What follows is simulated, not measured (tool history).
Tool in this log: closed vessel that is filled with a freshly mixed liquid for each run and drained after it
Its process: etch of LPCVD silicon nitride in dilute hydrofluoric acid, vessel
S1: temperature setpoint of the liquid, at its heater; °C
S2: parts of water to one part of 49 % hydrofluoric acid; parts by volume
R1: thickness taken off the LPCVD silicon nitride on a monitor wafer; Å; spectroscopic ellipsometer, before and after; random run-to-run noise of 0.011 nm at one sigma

run 1 hour=0.0 | S1=22.0 S2=255 time_in_the_liquid_(s)=365 | R1=6.7983
run 2 hour=8.3 | S1=22.0 S2=225 time_in_the_liquid_(s)=365 | R1=7.6587
run 3 hour=15.1 | S1=22.0 S2=305 time_in_the_liquid_(s)=365 | R1=5.6492
run 4 hour=22.8 | S1=22.0 S2=305 time_in_the_liquid_(s)=365 | R1=5.6801
run 5 hour=25.0 | S1=20.5 S2=305 time_in_the_liquid_(s)=365 | R1=5.1526
run 6 hour=29.2 | S1=17.5 S2=305 time_in_the_liquid_(s)=365 | R1=4.2789
run 7 hour=34.4 | S1=21.5 S2=280 time_in_the_liquid_(s)=365 | R1=5.9709
run 8 hour=41.2 | S1=24.0 S2=265 time_in_the_liquid_(s)=365 | R1=7.4744
run 9 hour=44.2 | S1=26.0 S2=260 time_in_the_liquid_(s)=365 | R1=8.4893
run 10 hour=46.5 | S1=27.5 S2=255 time_in_the_liquid_(s)=365 | R1=9.7171

Expected results for the next run?
run 11 hour=53.4 | S1=28.5 S2=255 time_in_the_liquid_(s)=365 | R1=?

Run 11 came out at R1 10.2040 Å.
